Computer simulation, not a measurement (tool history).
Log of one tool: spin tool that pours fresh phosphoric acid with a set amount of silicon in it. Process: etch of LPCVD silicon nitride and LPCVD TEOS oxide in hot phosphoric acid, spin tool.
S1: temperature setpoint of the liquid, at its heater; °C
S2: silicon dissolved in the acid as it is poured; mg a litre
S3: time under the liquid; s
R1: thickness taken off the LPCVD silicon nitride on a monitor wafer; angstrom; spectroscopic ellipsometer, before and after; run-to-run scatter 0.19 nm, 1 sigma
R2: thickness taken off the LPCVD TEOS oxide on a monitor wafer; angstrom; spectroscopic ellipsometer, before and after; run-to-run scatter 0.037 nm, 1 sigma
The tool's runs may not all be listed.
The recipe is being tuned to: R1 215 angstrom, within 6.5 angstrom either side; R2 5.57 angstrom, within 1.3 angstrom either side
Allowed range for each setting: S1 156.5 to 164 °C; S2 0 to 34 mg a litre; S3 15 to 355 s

run    day   S1    S2   S3      R1      R2
  1      0  159    15  180  138.91  4.5019
  2  0.054  158    15  180   130.3  3.5406
  3  0.192  157    15  180   123.6  3.5394
  4  0.367  157    15  255  174.09  5.0532
  5  0.608  158  17.5  255  181.83  5.4656
  6  0.717  158  17.5  200  142.79  3.9994
  7  0.975  159  21.5  210  160.84  3.9369
  8  1.117  160  22.5  210  164.63   4.061
  9  1.188  161    23  215  172.77  4.7789

Below are 5 possible settings for the next run. Only one of them brings all results inside the allowed miss of their targets. Which is it?
  A  1.258  160.5   7.5  270   ?   ?
  B  1.258  163.5  11.5  260   ?   ?
  C  1.258  161.5  24.5  260   ?   ?
  D  1.258  161.5  11.5  275   ?   ?
  E  1.258    164   4.5  250   ?   ?

move      R1      R2
   A  212.35  8.5291
   B  226.38  9.4133
   C  211.57  5.6852
   D  223.78  8.5762
   E  221.36  10.905
A: gets the furthest-off result to its target, but another result is out of tolerance
B: takes the result that was furthest off past its target
C: in spec on every target
D: takes the result that was furthest off past its target
E: gets the furthest-off result to its target, but another result is out of tolerance
C is the move that brings every result within its allowed miss.

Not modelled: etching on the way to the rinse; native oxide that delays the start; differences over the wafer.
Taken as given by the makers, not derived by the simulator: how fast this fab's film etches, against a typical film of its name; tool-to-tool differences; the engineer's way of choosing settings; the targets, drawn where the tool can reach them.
